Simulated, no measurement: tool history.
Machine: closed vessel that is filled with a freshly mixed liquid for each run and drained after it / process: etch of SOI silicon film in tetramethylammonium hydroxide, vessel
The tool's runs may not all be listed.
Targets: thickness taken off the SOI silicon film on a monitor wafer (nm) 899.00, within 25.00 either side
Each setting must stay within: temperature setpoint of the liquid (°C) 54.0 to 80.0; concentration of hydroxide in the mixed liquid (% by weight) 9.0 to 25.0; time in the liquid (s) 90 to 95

run	hour	temperature setpoint of the liquid (°C)	concentration of hydroxide in the mixed liquid (% by weight)	time in the liquid (s)	thickness taken off the SOI silicon film on a monitor wafer (nm)
1	0.0	67.0	17.0	90	389.29
2	2.7	63.5	17.0	90	316.11
3	7.7	63.5	14.5	90	336.89
4	9.0	63.5	14.5	90	329.41
5	11.4	68.5	14.0	90	457.36
6	13.7	72.0	14.0	90	560.75
7	21.5	72.0	14.0	90	566.47
8	29.0	72.0	14.0	90	573.52
9	36.4	74.0	14.0	90	642.89
# hour 43.2: thermometer replaced
10	43.2	75.5	14.0	90	794.79
11	44.9	76.0	14.0	90	810.13

4 next moves are on the table. One of them brings every result within its allowed miss. Which?
A	46.6	75.5	17.5	95	?
B	46.6	77.5	12.0	90	?
C	46.6	73.5	11.5	95	?
D	46.6	78.5	15.0	90	?

move	thickness taken off the SOI silicon film on a monitor wafer (nm)
A	760.30
B	947.55
C	810.17
D	900.45
A: further off than the last run
B: carries the result that was furthest off beyond its target, to the other side
C: about as far from the targets as the last run
D: each result inside its tolerance
The move that meets every target is D.

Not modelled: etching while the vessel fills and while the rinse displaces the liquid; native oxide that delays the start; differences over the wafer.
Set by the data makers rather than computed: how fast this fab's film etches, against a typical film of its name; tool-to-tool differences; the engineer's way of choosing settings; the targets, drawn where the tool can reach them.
